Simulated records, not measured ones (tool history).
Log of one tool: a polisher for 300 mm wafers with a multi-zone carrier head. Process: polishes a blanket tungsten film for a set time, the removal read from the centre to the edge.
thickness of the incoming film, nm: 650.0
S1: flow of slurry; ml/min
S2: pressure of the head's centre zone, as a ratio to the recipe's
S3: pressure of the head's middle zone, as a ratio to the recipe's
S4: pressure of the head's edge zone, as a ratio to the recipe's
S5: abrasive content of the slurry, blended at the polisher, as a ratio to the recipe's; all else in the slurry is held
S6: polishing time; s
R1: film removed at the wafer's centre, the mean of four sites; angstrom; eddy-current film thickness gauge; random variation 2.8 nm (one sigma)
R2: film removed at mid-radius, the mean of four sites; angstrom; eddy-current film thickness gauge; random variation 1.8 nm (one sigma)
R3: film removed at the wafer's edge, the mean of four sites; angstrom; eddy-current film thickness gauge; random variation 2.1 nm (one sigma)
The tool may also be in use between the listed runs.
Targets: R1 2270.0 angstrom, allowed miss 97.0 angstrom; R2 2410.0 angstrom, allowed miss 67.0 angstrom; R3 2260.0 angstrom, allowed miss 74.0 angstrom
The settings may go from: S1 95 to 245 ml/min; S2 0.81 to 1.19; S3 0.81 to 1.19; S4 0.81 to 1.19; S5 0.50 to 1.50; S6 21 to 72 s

run	day	S1	S2	S3	S4	S5	S6	R1	R2	R3
1	0.000	155	1.00	1.00	1.00	1.00	46	2613.1	2603.9	2600.3
2	0.029	155	0.93	1.00	1.00	1.00	46	2472.5	2603.2	2608.7
3	0.267	150	0.93	1.00	0.98	1.00	46	2350.1	2611.5	2542.7
4	0.358	135	0.93	1.00	0.98	1.00	46	2294.4	2528.5	2504.6
5	0.629	135	0.93	1.00	0.98	1.15	46	2368.9	2558.4	2616.7
6	0.933	135	0.93	1.00	0.94	1.15	46	2407.7	2569.0	2523.3
7	1.175	130	0.93	1.00	0.93	1.15	46	2316.2	2558.6	2468.8
8	1.488	125	0.94	1.00	0.92	1.15	46	2363.9	2534.9	2481.2
9	1.646	125	0.94	1.00	0.92	1.15	46	2330.1	2546.8	2461.8
10	1.817	120	0.95	1.00	0.91	1.15	46	2376.2	2496.8	2454.0
11	2.038	120	0.95	1.00	0.91	1.15	46	2381.1	2498.5	2435.3

Which of these 5 next moves meets every target?
A	2.258	190	1.06	1.02	0.81	0.85	41	?	?	?
B	2.258	150	1.08	0.99	0.81	1.00	40	?	?	?
C	2.258	125	1.01	1.08	0.95	1.15	41	?	?	?
D	2.258	100	1.05	1.04	0.84	1.25	42	?	?	?
E	2.258	110	1.05	1.03	0.87	1.10	41	?	?	?

move	R1	R2	R3
A	2443.7	2378.7	2123.7
B	2366.6	2223.0	2054.0
C	2208.8	2383.0	2240.4
D	2213.4	2253.8	2104.1
E	2192.1	2205.7	2087.7
A: takes the result that was furthest off past its target
B: takes the result that was furthest off past its target
C: meets every target
D: takes the result that was furthest off past its target
E: takes the result that was furthest off past its target
Move C is the one to make.
